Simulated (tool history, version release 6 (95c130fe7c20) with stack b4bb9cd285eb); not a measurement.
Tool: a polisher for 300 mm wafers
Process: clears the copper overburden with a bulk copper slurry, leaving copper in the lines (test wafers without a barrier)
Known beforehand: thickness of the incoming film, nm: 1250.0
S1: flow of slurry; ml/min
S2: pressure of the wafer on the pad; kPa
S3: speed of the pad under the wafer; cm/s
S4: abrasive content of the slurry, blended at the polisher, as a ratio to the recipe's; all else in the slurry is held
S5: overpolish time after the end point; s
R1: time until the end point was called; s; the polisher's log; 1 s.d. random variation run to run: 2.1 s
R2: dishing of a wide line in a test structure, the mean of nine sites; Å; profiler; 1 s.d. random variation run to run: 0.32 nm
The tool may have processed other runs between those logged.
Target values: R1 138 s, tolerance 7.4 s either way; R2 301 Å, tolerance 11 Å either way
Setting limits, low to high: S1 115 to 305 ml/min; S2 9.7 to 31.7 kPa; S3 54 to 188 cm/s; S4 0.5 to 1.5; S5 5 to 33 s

Run 1, day 0: S1 195 ml/min, S2 20.7 kPa, S3 120 cm/s, S4 1, S5 17 s. Result: R1 84.726 s, R2 1053.1 Å.
Run 2, day 0.104: S1 195 ml/min, S2 20.7 kPa, S3 120 cm/s, S4 0.9, S5 17 s. Result: R1 91.55 s, R2 1069.4 Å.
Run 3, day 0.25: S1 195 ml/min, S2 20.7 kPa, S3 120 cm/s, S4 0.7, S5 17 s. Result: R1 92.933 s, R2 1032.1 Å.
Run 4, day 0.542: S1 200 ml/min, S2 16.5 kPa, S3 110 cm/s, S4 0.7, S5 13 s. Result: R1 119.8 s, R2 719.72 Å.
Run 5, day 0.692: S1 235 ml/min, S2 14.5 kPa, S3 94 cm/s, S4 1, S5 10 s. Result: R1 143.54 s, R2 517.73 Å.
Run 6, day 1.05: S1 275 ml/min, S2 14.5 kPa, S3 94 cm/s, S4 1, S5 10 s. Result: R1 145.69 s, R2 514.63 Å.
Run 7, day 1.408: S1 285 ml/min, S2 13.1 kPa, S3 94 cm/s, S4 1.15, S5 8 s. Result: R1 146.71 s, R2 412.19 Å.
Run 8, day 1.654: S1 290 ml/min, S2 12.4 kPa, S3 98 cm/s, S4 1.25, S5 7 s. Result: R1 145.76 s, R2 371.31 Å.
Run 9, day 1.683: S1 295 ml/min, S2 11.7 kPa, S3 102 cm/s, S4 1.35, S5 6 s. Result: R1 147.36 s, R2 329.35 Å.
Run 10, day 2.033: S1 295 ml/min, S2 11.7 kPa, S3 104 cm/s, S4 1.4, S5 6 s. Result: R1 144.94 s, R2 334.27 Å.
Run 11, day 2.325: S1 300 ml/min, S2 11 kPa, S3 110 cm/s, S4 1.45, S5 6 s. Result: R1 139.4 s, R2 338.06 Å.
Run 12, day 2.633: S1 300 ml/min, S2 10.3 kPa, S3 112 cm/s, S4 1.45, S5 6 s. Result: R1 144.88 s, R2 319.3 Å.
Run 13, day 2.879: S1 300 ml/min, S2 10.3 kPa, S3 116 cm/s, S4 1.45, S5 6 s. Result: R1 139.55 s, R2 331.9 Å.
Run 14, day 3.033: S1 305 ml/min, S2 9.7 kPa, S3 118 cm/s, S4 1.5, S5 5 s. Result: R1 145.1 s, R2 275.37 Å.
Run 15, day 3.092: S1 300 ml/min, S2 9.7 kPa, S3 118 cm/s, S4 1.5, S5 5 s. Result: R1 144.72 s, R2 275.53 Å.
Run 16, day 3.267: S1 300 ml/min, S2 11 kPa, S3 116 cm/s, S4 1.5, S5 7 s. Result: R1 133.21 s, R2 396.98 Å.
Run 17, day 3.512: S1 300 ml/min, S2 11 kPa, S3 116 cm/s, S4 1.5, S5 7 s. Result: R1 136.88 s, R2 403.27 Å.
Run 18, day 3.7: S1 300 ml/min, S2 9.7 kPa, S3 104 cm/s, S4 1.5, S5 5 s. Result: R1 165.26 s, R2 242.41 Å.
Run 19, day 3.833: S1 300 ml/min, S2 9.7 kPa, S3 108 cm/s, S4 1.5, S5 5 s. Result: R1 156.56 s, R2 253.45 Å.
Run 20, day 4.083: S1 300 ml/min, S2 9.7 kPa, S3 110 cm/s, S4 1.5, S5 5 s. Result: R1 155.65 s, R2 264.66 Å.
Run 21, day 4.421: S1 295 ml/min, S2 12.4 kPa, S3 110 cm/s, S4 1.5, S5 6 s. Result: R1 128.91 s, R2 367.69 Å.
Run 22, day 4.742: S1 275 ml/min, S2 12.4 kPa, S3 110 cm/s, S4 1.5, S5 6 s. Result: R1 128.51 s, R2 366.28 Å.
Run 23, day 4.992: S1 260 ml/min, S2 11.7 kPa, S3 110 cm/s, S4 1.5, S5 6 s. Result: R1 132.31 s, R2 357.16 Å.
Run 24, day 5.05: S1 255 ml/min, S2 11 kPa, S3 112 cm/s, S4 1.5, S5 6 s. Result: R1 140.36 s, R2 337.53 Å.
Run 25, day 5.271: S1 270 ml/min, S2 11 kPa, S3 114 cm/s, S4 1.5, S5 6 s. Result: R1 137.05 s, R2 339.9 Å.
Run 26, day 5.454: S1 275 ml/min, S2 10.3 kPa, S3 116 cm/s, S4 1.5, S5 6 s. Result: R1 144.21 s, R2 335.64 Å.

Which of these 4 next moves meets every target?
Run A, day 5.638: S1 250 ml/min, S2 12.4 kPa, S3 106 cm/s, S4 1.5, S5 5 s. Result: R1 ?, R2 ?.
Run B, day 5.638: S1 285 ml/min, S2 13.1 kPa, S3 90 cm/s, S4 1.45, S5 5 s. Result: R1 ?, R2 ?.
Run C, day 5.638: S1 260 ml/min, S2 11.7 kPa, S3 104 cm/s, S4 1.5, S5 7 s. Result: R1 ?, R2 ?.
Run D, day 5.638: S1 300 ml/min, S2 9.7 kPa, S3 110 cm/s, S4 1.5, S5 6 s. Result: R1 ?, R2 ?.

move      R1      R2
   A  134.89  300.67
   B  149.99  274.74
   C  143.35  378.48
   D  156.28  305.36
A: each result inside its tolerance
B: takes the result that was furthest off past its target
C: lands further from the targets than the last run did
D: puts the biggest miss on target and leaves a different result outside tolerance
The move that meets every target is A.
